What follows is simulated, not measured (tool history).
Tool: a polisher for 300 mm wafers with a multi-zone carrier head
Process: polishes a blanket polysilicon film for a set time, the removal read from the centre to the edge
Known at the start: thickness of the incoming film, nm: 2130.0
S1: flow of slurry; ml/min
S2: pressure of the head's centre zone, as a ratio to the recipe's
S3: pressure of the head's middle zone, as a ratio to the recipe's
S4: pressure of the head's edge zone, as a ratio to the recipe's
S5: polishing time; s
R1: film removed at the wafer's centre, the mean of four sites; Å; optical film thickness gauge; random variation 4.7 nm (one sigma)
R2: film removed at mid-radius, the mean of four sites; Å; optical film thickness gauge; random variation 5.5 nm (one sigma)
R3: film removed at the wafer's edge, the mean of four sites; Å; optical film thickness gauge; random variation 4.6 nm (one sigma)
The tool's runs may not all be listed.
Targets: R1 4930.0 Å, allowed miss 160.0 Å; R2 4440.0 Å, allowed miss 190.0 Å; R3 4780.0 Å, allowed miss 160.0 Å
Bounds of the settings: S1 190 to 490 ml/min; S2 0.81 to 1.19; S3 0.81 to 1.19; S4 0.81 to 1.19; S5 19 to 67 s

{"run": 1, "day": 0.0, "S1": 315, "S2": 1.0, "S3": 1.0, "S4": 1.0, "S5": 43, "R1": 3471.9, "R2": 3524.8, "R3": 3621.8}
{"run": 2, "day": 0.354, "S1": 315, "S2": 0.94, "S3": 1.0, "S4": 1.0, "S5": 43, "R1": 3291.9, "R2": 3598.2, "R3": 3528.2}
{"run": 3, "day": 0.546, "S1": 315, "S2": 0.94, "S3": 1.0, "S4": 1.0, "S5": 48, "R1": 3730.8, "R2": 3985.1, "R3": 3936.8}
{"run": 4, "day": 0.758, "S1": 320, "S2": 0.97, "S3": 1.01, "S4": 1.02, "S5": 48, "R1": 3861.2, "R2": 4032.5, "R3": 4010.4}
{"run": 5, "day": 1.021, "S1": 320, "S2": 0.97, "S3": 1.01, "S4": 1.02, "S5": 41, "R1": 3257.8, "R2": 3405.6, "R3": 3384.0}
{"run": 6, "day": 1.321, "S1": 320, "S2": 0.99, "S3": 1.01, "S4": 1.02, "S5": 43, "R1": 3501.8, "R2": 3594.3, "R3": 3553.3}
{"run": 7, "day": 1.454, "S1": 320, "S2": 1.0, "S3": 1.0, "S4": 1.02, "S5": 45, "R1": 3695.5, "R2": 3743.6, "R3": 3734.3}
{"run": 8, "day": 1.692, "S1": 320, "S2": 1.0, "S3": 1.0, "S4": 1.02, "S5": 45, "R1": 3672.9, "R2": 3751.6, "R3": 3739.5}
{"run": 9, "day": 1.838, "S1": 315, "S2": 1.01, "S3": 0.98, "S4": 1.02, "S5": 47, "R1": 3863.2, "R2": 3773.3, "R3": 3862.3}
{"run": 10, "day": 1.892, "S1": 300, "S2": 1.02, "S3": 0.98, "S4": 1.03, "S5": 49, "R1": 4068.5, "R2": 3999.8, "R3": 4086.9}

Which of these 4 next moves meets every target?
{"run": "A", "day": 1.946, "S1": 325, "S2": 1.09, "S3": 0.96, "S4": 1.09, "S5": 55, "R1": "?", "R2": "?", "R3": "?"}
{"run": "B", "day": 1.946, "S1": 250, "S2": 0.91, "S3": 0.83, "S4": 1.07, "S5": 61, "R1": "?", "R2": "?", "R3": "?"}
{"run": "C", "day": 1.946, "S1": 285, "S2": 0.82, "S3": 0.81, "S4": 1.13, "S5": 50, "R1": "?", "R2": "?", "R3": "?"}
{"run": "D", "day": 1.946, "S1": 235, "S2": 0.81, "S3": 1.17, "S4": 1.07, "S5": 49, "R1": "?", "R2": "?", "R3": "?"}

move=A R1=4902.4 R2=4386.6 R3=4743.1
move=B R1=4412.1 R2=4257.4 R3=5126.5
move=C R1=3300.4 R2=3471.2 R3=4361.9
move=D R1=3136.4 R2=4440.6 R3=4081.3
A: meets every target
B: nearer than the last run, and not there yet
C: further off than the last run
D: further off than the last run
Answer: A

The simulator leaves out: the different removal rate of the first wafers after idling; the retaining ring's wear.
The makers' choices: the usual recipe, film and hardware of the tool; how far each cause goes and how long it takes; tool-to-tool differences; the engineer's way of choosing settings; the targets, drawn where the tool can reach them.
